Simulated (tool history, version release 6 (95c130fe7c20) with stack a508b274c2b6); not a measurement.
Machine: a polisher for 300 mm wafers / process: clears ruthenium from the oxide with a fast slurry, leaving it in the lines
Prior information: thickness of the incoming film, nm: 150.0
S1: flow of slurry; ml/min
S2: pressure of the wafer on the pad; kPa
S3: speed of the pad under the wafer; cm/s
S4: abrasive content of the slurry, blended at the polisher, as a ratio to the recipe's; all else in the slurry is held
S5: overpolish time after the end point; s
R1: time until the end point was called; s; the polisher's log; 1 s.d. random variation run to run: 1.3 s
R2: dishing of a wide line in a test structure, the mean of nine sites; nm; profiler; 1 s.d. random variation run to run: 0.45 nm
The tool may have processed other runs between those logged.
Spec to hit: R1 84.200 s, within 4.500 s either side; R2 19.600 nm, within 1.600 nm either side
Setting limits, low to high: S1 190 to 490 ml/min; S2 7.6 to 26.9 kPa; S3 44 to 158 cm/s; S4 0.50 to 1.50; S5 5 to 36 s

run 1 day=0.000 | S1=315 S2=17.2 S3=100 S4=1.00 S5=18 | R1=43.416 R2=41.763
run 2 day=0.050 | S1=315 S2=17.2 S3=100 S4=1.20 S5=18 | R1=39.057 R2=43.926
run 3 day=0.158 | S1=315 S2=15.9 S3=94 S4=1.20 S5=17 | R1=44.522 R2=39.637
run 4 day=0.342 | S1=285 S2=15.9 S3=94 S4=1.20 S5=17 | R1=44.171 R2=38.107
run 5 day=0.675 | S1=285 S2=14.5 S3=88 S4=1.20 S5=16 | R1=49.843 R2=31.710
-- day=0.900 head pressure recalibrated
run 6 day=0.900 | S1=285 S2=12.4 S3=88 S4=1.20 S5=16 | R1=52.244 R2=33.104
run 7 day=0.971 | S1=285 S2=12.4 S3=88 S4=1.20 S5=16 | R1=52.891 R2=31.168
run 8 day=1.175 | S1=285 S2=7.6 S3=64 S4=1.15 S5=12 | R1=90.784 R2=16.469

Which of these 4 next moves meets every target?
run A day=1.379 | S1=220 S2=7.6 S3=58 S4=1.15 S5=16 | R1=? R2=?
run B day=1.379 | S1=260 S2=9.7 S3=48 S4=1.30 S5=13 | R1=? R2=?
run C day=1.379 | S1=290 S2=7.6 S3=70 S4=1.15 S5=14 | R1=? R2=?
run D day=1.379 | S1=335 S2=11.7 S3=44 S4=1.15 S5=16 | R1=? R2=?

move=A R1=101.630 R2=18.225
move=B R1=99.632 R2=15.399
move=C R1=83.972 R2=19.172
move=D R1=98.982 R2=18.655
A: brings the result that was furthest off to its target, and leaves another outside
B: the biggest miss grows against the last run
C: all results in spec
D: brings the result that was furthest off to its target, and leaves another outside
So the answer is move C, the one that meets all the targets.

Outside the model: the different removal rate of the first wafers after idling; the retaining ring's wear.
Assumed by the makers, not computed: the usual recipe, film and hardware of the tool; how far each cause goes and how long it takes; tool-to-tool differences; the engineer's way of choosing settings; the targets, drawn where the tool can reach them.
